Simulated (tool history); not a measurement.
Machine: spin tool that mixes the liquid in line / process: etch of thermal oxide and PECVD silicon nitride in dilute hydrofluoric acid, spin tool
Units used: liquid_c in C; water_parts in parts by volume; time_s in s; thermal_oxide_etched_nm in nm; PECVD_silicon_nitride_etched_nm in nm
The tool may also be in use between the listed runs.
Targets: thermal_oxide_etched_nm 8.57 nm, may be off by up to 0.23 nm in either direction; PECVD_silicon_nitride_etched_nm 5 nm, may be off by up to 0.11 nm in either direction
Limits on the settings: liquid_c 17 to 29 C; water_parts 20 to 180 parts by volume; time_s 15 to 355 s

run  hour  liquid_c  water_parts  time_s  thermal_oxide_etched_nm  PECVD_silicon_nitride_etched_nm
  1     0        21          100     180                   7.4124                           3.8608
  2   5.8        21          120     180                   6.0729                           3.2514
  3   7.8      21.5          115     180                   6.4802                           3.4836
  4    16      21.5          150     180                   4.8069                           2.6572
  5  24.7      21.5          175     180                   4.0019                           2.2787
  6    29      19.5          175     180                   3.7053                           2.0075
  7  37.9      20.5          160     180                   4.2765                           2.3688
  8  46.8      24.5          120     175                   6.7567                           3.9954
  9  48.2      24.5          115     175                   7.1045                           4.1351
 10  55.8      24.5          110     175                   7.4358                           4.3468
 11  58.9      24.5          105     175                   7.9226                           4.4982
 12    63      24.5          105     175                   7.8703                           4.5085

Pick the move, out of 4, that brings all results within their allowed miss; only one does.
  A  67.1        25          110     210                        ?                                ?
  B  67.1        25          115     205                        ?                                ?
  C  67.1      24.5          105     205                        ?                                ?
  D  67.1      21.5          110     190                        ?                                ?

move  thermal_oxide_etched_nm  PECVD_silicon_nitride_etched_nm
   A                   9.0898                           5.3604
   B                   8.4354                           5.0073
   C                   9.1723                           5.3035
   D                   7.1596                           3.8493
A: pushes the last run's worst result past its target
B: all results land within tolerance of their targets
C: pushes the last run's worst result past its target
D: the biggest miss grows against the last run
So the answer is move B, the one that meets all the targets.
